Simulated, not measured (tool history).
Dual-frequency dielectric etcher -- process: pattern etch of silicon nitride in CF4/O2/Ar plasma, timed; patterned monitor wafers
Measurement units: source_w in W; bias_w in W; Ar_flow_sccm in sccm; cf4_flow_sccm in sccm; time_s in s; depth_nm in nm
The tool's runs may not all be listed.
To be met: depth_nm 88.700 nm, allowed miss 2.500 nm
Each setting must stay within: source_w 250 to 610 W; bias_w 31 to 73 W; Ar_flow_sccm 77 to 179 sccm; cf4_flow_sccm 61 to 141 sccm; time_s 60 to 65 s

run 1 hour=0.0 | source_w=430 bias_w=52 Ar_flow_sccm=128 cf4_flow_sccm=101 time_s=65 | depth_nm=114.910
run 2 hour=7.4 | source_w=430 bias_w=44 Ar_flow_sccm=128 cf4_flow_sccm=101 time_s=65 | depth_nm=105.320
run 3 hour=13.0 | source_w=430 bias_w=44 Ar_flow_sccm=128 cf4_flow_sccm=101 time_s=65 | depth_nm=105.560
run 4 hour=21.7 | source_w=420 bias_w=44 Ar_flow_sccm=128 cf4_flow_sccm=101 time_s=65 | depth_nm=103.420
run 5 hour=26.9 | source_w=410 bias_w=44 Ar_flow_sccm=128 cf4_flow_sccm=101 time_s=65 | depth_nm=101.380
run 6 hour=34.3 | source_w=410 bias_w=44 Ar_flow_sccm=128 cf4_flow_sccm=112 time_s=65 | depth_nm=103.350
run 7 hour=35.5 | source_w=400 bias_w=44 Ar_flow_sccm=128 cf4_flow_sccm=112 time_s=65 | depth_nm=101.980
run 8 hour=42.4 | source_w=390 bias_w=44 Ar_flow_sccm=128 cf4_flow_sccm=112 time_s=65 | depth_nm=99.155
run 9 hour=48.0 | source_w=380 bias_w=44 Ar_flow_sccm=128 cf4_flow_sccm=112 time_s=65 | depth_nm=97.655
run 10 hour=52.3 | source_w=370 bias_w=44 Ar_flow_sccm=128 cf4_flow_sccm=112 time_s=65 | depth_nm=96.207
run 11 hour=55.8 | source_w=370 bias_w=44 Ar_flow_sccm=128 cf4_flow_sccm=112 time_s=65 | depth_nm=96.077
run 12 hour=57.4 | source_w=360 bias_w=44 Ar_flow_sccm=128 cf4_flow_sccm=112 time_s=65 | depth_nm=94.214

Consider the 5 candidate settings below. Which is the only one whose results all fall within their allowed miss of target?
run A hour=59.0 | source_w=310 bias_w=48 Ar_flow_sccm=102 cf4_flow_sccm=90 time_s=65 | depth_nm=?
run B hour=59.0 | source_w=320 bias_w=47 Ar_flow_sccm=128 cf4_flow_sccm=124 time_s=60 | depth_nm=?
run C hour=59.0 | source_w=420 bias_w=47 Ar_flow_sccm=114 cf4_flow_sccm=94 time_s=60 | depth_nm=?
run D hour=59.0 | source_w=370 bias_w=38 Ar_flow_sccm=148 cf4_flow_sccm=138 time_s=60 | depth_nm=?
run E hour=59.0 | source_w=270 bias_w=48 Ar_flow_sccm=125 cf4_flow_sccm=118 time_s=65 | depth_nm=?

move=A depth_nm=89.583
move=B depth_nm=84.689
move=C depth_nm=100.160
move=D depth_nm=82.796
move=E depth_nm=82.521
A: meets every target
B: moves the result that the last run missed by most past its target, out the other side
C: lands further from the targets than the last run did
D: moves the result that the last run missed by most past its target, out the other side
E: moves the result that the last run missed by most past its target, out the other side
Move A is the one to make.

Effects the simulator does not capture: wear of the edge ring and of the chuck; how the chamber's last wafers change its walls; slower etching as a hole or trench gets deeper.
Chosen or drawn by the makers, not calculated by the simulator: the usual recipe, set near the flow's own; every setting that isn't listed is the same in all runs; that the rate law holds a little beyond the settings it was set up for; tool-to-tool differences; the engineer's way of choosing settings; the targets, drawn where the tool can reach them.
